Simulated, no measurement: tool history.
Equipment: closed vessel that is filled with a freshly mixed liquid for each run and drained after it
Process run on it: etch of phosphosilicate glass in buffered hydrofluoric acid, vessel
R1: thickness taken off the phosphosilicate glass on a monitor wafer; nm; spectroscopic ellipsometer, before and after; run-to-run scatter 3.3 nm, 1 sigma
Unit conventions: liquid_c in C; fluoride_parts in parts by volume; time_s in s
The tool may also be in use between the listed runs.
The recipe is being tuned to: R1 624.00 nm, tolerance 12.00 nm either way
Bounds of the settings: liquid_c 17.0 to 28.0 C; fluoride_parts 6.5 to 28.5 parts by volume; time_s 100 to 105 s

run 1 hour=0.0 | liquid_c=20.0 fluoride_parts=17.5 time_s=100 | R1=251.66
run 2 hour=8.5 | liquid_c=17.0 fluoride_parts=17.5 time_s=100 | R1=209.05
run 3 hour=17.7 | liquid_c=17.0 fluoride_parts=17.5 time_s=100 | R1=210.37
run 4 hour=20.3 | liquid_c=17.0 fluoride_parts=17.5 time_s=100 | R1=209.57
run 5 hour=24.3 | liquid_c=20.5 fluoride_parts=17.5 time_s=100 | R1=255.80
run 6 hour=32.2 | liquid_c=20.5 fluoride_parts=19.5 time_s=100 | R1=231.67
run 7 hour=34.4 | liquid_c=22.0 fluoride_parts=17.5 time_s=100 | R1=279.84
run 8 hour=36.0 | liquid_c=23.0 fluoride_parts=16.0 time_s=100 | R1=322.29
run 9 hour=37.4 | liquid_c=24.0 fluoride_parts=14.5 time_s=100 | R1=373.16

5 next moves are on the table. One of them brings every result within its allowed miss. Which?
run A hour=38.8 | liquid_c=25.0 fluoride_parts=10.0 time_s=105 | R1=?
run B hour=38.8 | liquid_c=23.5 fluoride_parts=8.5 time_s=105 | R1=?
run C hour=38.8 | liquid_c=21.5 fluoride_parts=8.0 time_s=105 | R1=?
run D hour=38.8 | liquid_c=26.5 fluoride_parts=10.0 time_s=105 | R1=?
run E hour=38.8 | liquid_c=25.5 fluoride_parts=10.5 time_s=105 | R1=?

move=A R1=597.31
move=B R1=625.86
move=C R1=598.72
move=D R1=647.60
move=E R1=585.24
A: an improvement on the last run, though not all results are within tolerance
B: each result inside its tolerance
C: an improvement on the last run, though not all results are within tolerance
D: takes the biggest miss from the last run beyond its target
E: an improvement on the last run, though not all results are within tolerance
The move that meets every target is B.
